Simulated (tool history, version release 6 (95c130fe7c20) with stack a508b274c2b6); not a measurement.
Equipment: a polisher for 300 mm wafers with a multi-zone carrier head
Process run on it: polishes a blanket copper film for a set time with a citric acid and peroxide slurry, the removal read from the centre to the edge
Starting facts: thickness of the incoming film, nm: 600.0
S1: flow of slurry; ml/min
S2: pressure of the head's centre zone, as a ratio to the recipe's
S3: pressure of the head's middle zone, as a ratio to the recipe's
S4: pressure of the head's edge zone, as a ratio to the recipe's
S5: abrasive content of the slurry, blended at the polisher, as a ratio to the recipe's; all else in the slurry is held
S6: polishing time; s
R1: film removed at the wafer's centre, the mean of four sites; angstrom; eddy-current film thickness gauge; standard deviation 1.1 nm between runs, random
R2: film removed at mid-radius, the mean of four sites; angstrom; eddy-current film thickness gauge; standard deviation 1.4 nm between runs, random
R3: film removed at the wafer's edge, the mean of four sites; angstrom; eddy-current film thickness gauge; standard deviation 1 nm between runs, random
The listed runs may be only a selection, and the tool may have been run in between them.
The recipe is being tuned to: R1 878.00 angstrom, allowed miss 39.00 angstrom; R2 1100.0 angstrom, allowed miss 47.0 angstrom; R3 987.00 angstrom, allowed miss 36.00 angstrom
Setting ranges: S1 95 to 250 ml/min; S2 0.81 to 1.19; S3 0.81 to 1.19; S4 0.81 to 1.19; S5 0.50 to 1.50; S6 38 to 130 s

run 1 hour=0.0 | S1=160 S2=1.00 S3=1.00 S4=1.00 S5=1.00 S6=84 | R1=1619.70 R2=1609.8 R3=1592.90
run 2 hour=3.4 | S1=160 S2=1.00 S3=1.00 S4=1.00 S5=1.00 S6=93 | R1=1809.90 R2=1746.2 R3=1741.10
run 3 hour=6.6 | S1=155 S2=0.98 S3=1.00 S4=0.99 S5=0.95 S6=89 | R1=1639.70 R2=1671.5 R3=1619.80
run 4 hour=11.6 | S1=150 S2=0.96 S3=0.99 S4=0.98 S5=0.90 S6=86 | R1=1564.00 R2=1564.0 R3=1532.60
run 5 hour=15.3 | S1=150 S2=0.88 S3=0.99 S4=0.98 S5=0.90 S6=86 | R1=1398.60 R2=1530.6 R3=1548.50
run 6 hour=17.9 | S1=145 S2=0.87 S3=1.00 S4=0.97 S5=0.85 S6=83 | R1=1348.80 R2=1493.2 R3=1450.90
run 7 hour=22.7 | S1=140 S2=0.86 S3=1.01 S4=0.98 S5=0.85 S6=79 | R1=1264.10 R2=1432.5 R3=1358.60
run 8 hour=23.2 | S1=140 S2=0.85 S3=1.01 S4=1.00 S5=0.85 S6=76 | R1=1195.20 R2=1384.5 R3=1348.90
run 9 hour=27.5 | S1=135 S2=0.84 S3=1.01 S4=1.00 S5=0.80 S6=74 | R1=1111.80 R2=1302.1 R3=1285.00

Which single option among these 4 for the next run brings every result within its allowed miss of target? Just one does.
run A hour=31.8 | S1=175 S2=0.84 S3=1.08 S4=0.98 S5=0.65 S6=57 | R1=? R2=? R3=?
run B hour=31.8 | S1=150 S2=1.04 S3=0.90 S4=0.98 S5=1.00 S6=87 | R1=? R2=? R3=?
run C hour=31.8 | S1=130 S2=0.81 S3=1.15 S4=1.10 S5=0.60 S6=60 | R1=? R2=? R3=?
run D hour=31.8 | S1=165 S2=0.92 S3=1.02 S4=0.99 S5=0.85 S6=89 | R1=? R2=? R3=?

move=A R1=863.25 R2=1084.6 R3=983.89
move=B R1=1724.00 R2=1503.1 R3=1606.70
move=C R1=813.90 R2=1126.8 R3=1035.10
move=D R1=1538.20 R2=1681.5 R3=1614.60
A: every result lands within tolerance
B: misses by more than the last run did
C: better than the last run, though not everything is in spec
D: misses by more than the last run did
Go with A: it meets all targets.

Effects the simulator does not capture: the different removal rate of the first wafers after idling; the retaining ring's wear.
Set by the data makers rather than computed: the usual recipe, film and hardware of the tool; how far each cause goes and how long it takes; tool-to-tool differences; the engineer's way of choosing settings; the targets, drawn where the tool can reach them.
